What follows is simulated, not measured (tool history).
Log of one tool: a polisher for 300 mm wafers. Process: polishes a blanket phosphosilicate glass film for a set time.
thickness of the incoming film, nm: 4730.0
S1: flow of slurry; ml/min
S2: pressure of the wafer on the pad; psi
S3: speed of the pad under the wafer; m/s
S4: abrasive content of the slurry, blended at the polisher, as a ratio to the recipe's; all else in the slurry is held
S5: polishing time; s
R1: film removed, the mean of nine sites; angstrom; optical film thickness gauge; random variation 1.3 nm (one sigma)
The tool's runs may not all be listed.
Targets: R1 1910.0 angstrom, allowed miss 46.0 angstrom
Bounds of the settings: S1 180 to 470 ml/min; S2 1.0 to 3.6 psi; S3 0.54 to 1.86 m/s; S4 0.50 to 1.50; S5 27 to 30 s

run  hour   S1   S2    S3    S4  S5      R1
  1   0.0  300  2.3  1.18  1.00  30  2479.1
  2   2.1  300  2.2  1.18  1.00  30  2378.6
  3   2.8  300  2.2  1.18  0.90  30  2239.3
  4  11.5  300  2.1  1.18  0.90  30  2163.2
  5  15.1  300  2.1  1.18  1.00  30  2266.5
  6  22.5  300  2.1  1.18  1.20  30  2478.8
  7  29.2  300  2.0  1.18  1.20  30  2366.5
  8  33.4  300  1.9  1.18  1.20  30  2235.2
  9  36.0  300  1.8  1.18  1.20  30  2143.4
 10  37.3  300  1.7  1.18  1.20  30  2026.0

Which of these 4 next moves meets every target?
  A  38.6  350  1.7  1.24  1.20  29   ?
  B  38.6  345  1.9  1.10  1.15  27   ?
  C  38.6  350  1.8  1.12  1.20  29   ?
  D  38.6  320  1.9  1.20  1.10  28   ?

move      R1
   A  2050.2
   B  1892.7
   C  1996.5
   D  2049.6
A: further off than the last run
B: meets every target
C: nearer than the last run, and not there yet
D: further off than the last run
The right move is B.

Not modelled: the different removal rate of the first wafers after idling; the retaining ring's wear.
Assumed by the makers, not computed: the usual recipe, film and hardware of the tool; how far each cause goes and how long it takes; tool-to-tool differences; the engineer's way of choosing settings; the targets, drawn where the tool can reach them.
